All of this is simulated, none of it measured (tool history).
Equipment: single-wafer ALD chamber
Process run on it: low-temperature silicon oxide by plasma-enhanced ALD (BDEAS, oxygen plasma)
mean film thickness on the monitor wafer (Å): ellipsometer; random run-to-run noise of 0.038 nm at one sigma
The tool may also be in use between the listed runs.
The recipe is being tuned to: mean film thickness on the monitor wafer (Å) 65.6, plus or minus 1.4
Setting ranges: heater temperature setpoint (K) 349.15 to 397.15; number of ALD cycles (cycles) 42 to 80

run    day  heater temperature setpoint (K)  number of ALD cycles (cycles)  mean film thickness on the monitor wafer (Å)
  1      0                           373.15                             61                                        88.073
  2  0.317                           373.15                             67                                        95.655
  3  0.433                           373.15                             72                                        103.27
  4  0.479                           374.15                             69                                        98.685
  5  0.688                           375.15                             66                                        94.474
     0.871  -- thermocouple changed; heater temperature recalibrated
  6  0.871                           375.15                             62                                        89.391
  7  1.233                           377.15                             60                                        86.501
  8  1.396                           378.15                             58                                        82.597
  9  1.479                           379.15                             57                                        81.423

Which one of the following 4 next-run settings gets every result inside its allowed miss? There is exactly one.
  A  1.562                           380.15                             42                                             ?
  B  1.562                           390.15                             47                                             ?
  C  1.562                           369.15                             69                                             ?
  D  1.562                           383.15                             54                                             ?

move  mean film thickness on the monitor wafer (Å)
   A                                        59.644
   B                                        65.439
   C                                        100.86
   D                                        76.235
A: takes the result that was furthest off past its target
B: meets every target
C: its largest miss is bigger than the last run's
D: better than the last run, though not everything is in spec
So the answer is move B, the one that meets all the targets.
